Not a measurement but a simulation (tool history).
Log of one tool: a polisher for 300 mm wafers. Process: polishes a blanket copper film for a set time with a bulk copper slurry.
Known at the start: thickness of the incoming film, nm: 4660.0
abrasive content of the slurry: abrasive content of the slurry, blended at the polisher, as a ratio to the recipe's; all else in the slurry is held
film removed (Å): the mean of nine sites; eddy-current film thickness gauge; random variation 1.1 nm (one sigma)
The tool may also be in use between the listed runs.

| run | hour | flow of slurry (ml/min) | pressure of the wafer on the pad (psi) | speed of the pad under the wafer (m/s) | abrasive content of the slurry | polishing time (s) | film removed (Å) |
|---|---|---|---|---|---|---|---|
| 1 | 0.0 | 300 | 2.5 | 1.04 | 1.00 | 30 | 2579.0 |
| 2 | 7.0 | 300 | 2.2 | 1.04 | 1.00 | 30 | 2296.4 |
| 3 | 13.5 | 300 | 2.2 | 1.24 | 1.00 | 30 | 2621.5 |
| 4 | 17.7 | 300 | 1.9 | 1.24 | 1.00 | 30 | 2296.0 |
| 5 | 24.8 | 300 | 1.9 | 1.24 | 1.15 | 30 | 2371.4 |
| 6 | 25.6 | 300 | 1.7 | 1.24 | 1.15 | 30 | 2136.1 |
| 7 | 26.4 | 295 | 1.1 | 1.24 | 1.15 | 30 | 1465.6 |
| 8 | 29.4 | 305 | 1.2 | 1.24 | 1.15 | 30 | 1581.8 |
| 9 | 31.9 | 310 | 1.2 | 1.24 | 1.15 | 30 | 1584.4 |

The next listed run, before its measurement:
| 10 | 38.1 | 315 | 1.2 | 1.24 | 1.15 | 30 | ? |

{"run 10": {"film removed (Å)": 1594.7}}
